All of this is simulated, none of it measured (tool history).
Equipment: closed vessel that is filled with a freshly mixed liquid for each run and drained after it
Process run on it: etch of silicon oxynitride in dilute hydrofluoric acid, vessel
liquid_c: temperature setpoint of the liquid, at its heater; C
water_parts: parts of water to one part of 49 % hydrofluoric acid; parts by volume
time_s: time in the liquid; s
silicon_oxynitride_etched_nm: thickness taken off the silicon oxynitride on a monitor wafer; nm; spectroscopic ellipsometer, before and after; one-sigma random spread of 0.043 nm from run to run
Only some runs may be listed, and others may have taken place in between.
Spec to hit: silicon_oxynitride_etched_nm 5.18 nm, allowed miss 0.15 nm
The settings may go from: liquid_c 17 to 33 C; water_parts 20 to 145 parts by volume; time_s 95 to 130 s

run 1 day=0 | liquid_c=25 water_parts=80 time_s=130 | silicon_oxynitride_etched_nm=6.6295
run 2 day=0.242 | liquid_c=25 water_parts=95 time_s=130 | silicon_oxynitride_etched_nm=5.5187
run 3 day=0.55 | liquid_c=25 water_parts=95 time_s=95 | silicon_oxynitride_etched_nm=3.9686
run 4 day=0.729 | liquid_c=25 water_parts=110 time_s=95 | silicon_oxynitride_etched_nm=3.4391
run 5 day=0.821 | liquid_c=27 water_parts=110 time_s=95 | silicon_oxynitride_etched_nm=3.7227
run 6 day=0.875 | liquid_c=24 water_parts=110 time_s=95 | silicon_oxynitride_etched_nm=3.2372
run 7 day=0.929 | liquid_c=26 water_parts=110 time_s=95 | silicon_oxynitride_etched_nm=3.5362
run 8 day=1.225 | liquid_c=27.5 water_parts=110 time_s=95 | silicon_oxynitride_etched_nm=3.8143
run 9 day=1.35 | liquid_c=29 water_parts=110 time_s=95 | silicon_oxynitride_etched_nm=4.0737
run 10 day=1.517 | liquid_c=30 water_parts=110 time_s=95 | silicon_oxynitride_etched_nm=4.2561
run 11 day=1.875 | liquid_c=30.5 water_parts=110 time_s=95 | silicon_oxynitride_etched_nm=4.3752
run 12 day=2.025 | liquid_c=31 water_parts=110 time_s=95 | silicon_oxynitride_etched_nm=4.4692
run 13 day=2.371 | liquid_c=31.5 water_parts=110 time_s=95 | silicon_oxynitride_etched_nm=4.6266
run 14 day=2.671 | liquid_c=32 water_parts=110 time_s=95 | silicon_oxynitride_etched_nm=4.6588
run 15 day=2.767 | liquid_c=32.5 water_parts=110 time_s=95 | silicon_oxynitride_etched_nm=4.7219

4 candidate next runs follow, results not yet known. Just one meets every target within its allowed miss. Identify it.
run A day=2.862 | liquid_c=33 water_parts=110 time_s=110 | silicon_oxynitride_etched_nm=?
run B day=2.862 | liquid_c=33 water_parts=105 time_s=100 | silicon_oxynitride_etched_nm=?
run C day=2.862 | liquid_c=32.5 water_parts=125 time_s=120 | silicon_oxynitride_etched_nm=?
run D day=2.862 | liquid_c=31 water_parts=115 time_s=95 | silicon_oxynitride_etched_nm=?

move=A silicon_oxynitride_etched_nm=5.699
move=B silicon_oxynitride_etched_nm=5.4578
move=C silicon_oxynitride_etched_nm=5.2676
move=D silicon_oxynitride_etched_nm=4.2915
A: pushes the last run's worst result past its target
B: pushes the last run's worst result past its target
C: all results land within tolerance of their targets
D: lands further from the targets than the last run did
Correct choice: C, which meets every target
